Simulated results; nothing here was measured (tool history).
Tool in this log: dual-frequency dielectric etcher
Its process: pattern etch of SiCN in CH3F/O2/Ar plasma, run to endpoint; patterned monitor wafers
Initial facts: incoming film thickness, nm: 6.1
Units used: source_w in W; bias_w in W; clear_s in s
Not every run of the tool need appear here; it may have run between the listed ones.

run	hour	source_w	bias_w	clear_s
1	0.0	540	69	14.747
2	3.2	540	60	15.466
3	7.0	470	60	16.618
4	10.1	490	61	16.168
5	12.4	510	62	15.703
6	19.6	510	53	16.732
7	24.3	530	54	16.232

Run 8 is up next; what results do you expect?
8	30.1	550	55	?

clear_s: 15.811 s
